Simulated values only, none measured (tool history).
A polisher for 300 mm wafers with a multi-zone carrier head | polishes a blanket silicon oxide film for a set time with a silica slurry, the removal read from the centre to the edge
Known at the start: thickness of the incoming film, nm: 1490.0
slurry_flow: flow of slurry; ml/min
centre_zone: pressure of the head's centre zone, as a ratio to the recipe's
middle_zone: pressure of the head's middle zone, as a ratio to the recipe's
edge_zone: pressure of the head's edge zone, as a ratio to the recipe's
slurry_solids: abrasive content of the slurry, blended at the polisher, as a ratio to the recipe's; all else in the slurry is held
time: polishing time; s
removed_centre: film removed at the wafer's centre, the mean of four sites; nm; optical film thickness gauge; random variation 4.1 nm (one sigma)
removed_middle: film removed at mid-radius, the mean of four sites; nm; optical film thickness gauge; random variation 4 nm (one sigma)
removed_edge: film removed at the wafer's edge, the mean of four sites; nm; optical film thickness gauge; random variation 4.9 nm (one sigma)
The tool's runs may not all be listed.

| run | hour | slurry_flow | centre_zone | middle_zone | edge_zone | slurry_solids | time | removed_centre | removed_middle | removed_edge |
|---|---|---|---|---|---|---|---|---|---|---|
| 1 | 0.0 | 290 | 1.00 | 1.00 | 1.00 | 1.00 | 81 | 266.81 | 254.60 | 257.13 |
| 2 | 8.8 | 290 | 1.00 | 1.03 | 1.00 | 1.00 | 81 | 272.33 | 255.75 | 254.59 |
| 3 | 13.8 | 290 | 1.00 | 0.94 | 1.00 | 1.00 | 81 | 272.46 | 237.05 | 252.17 |
| 4 | 20.9 | 290 | 1.00 | 0.90 | 1.00 | 1.00 | 81 | 268.12 | 227.82 | 261.72 |
| 5 | 26.0 | 290 | 1.00 | 0.90 | 1.00 | 1.10 | 81 | 290.98 | 248.66 | 274.53 |
|  | 31.7 | centre zone pressure recalibrated |
| 6 | 31.7 | 290 | 1.00 | 0.96 | 1.00 | 1.10 | 81 | 267.77 | 252.57 | 271.86 |
| 7 | 36.4 | 300 | 1.04 | 0.99 | 0.98 | 1.15 | 83 | 291.65 | 275.80 | 290.29 |
| 8 | 37.3 | 330 | 1.14 | 1.09 | 1.02 | 1.40 | 84 | 359.90 | 337.16 | 317.44 |

Run 9 comes next. What will it give?
| 9 | 43.0 | 330 | 1.12 | 1.09 | 1.03 | 1.40 | 85 | ? | ? | ? |

removed_centre: 362.90 nm
removed_middle: 343.51 nm
removed_edge: 321.01 nm
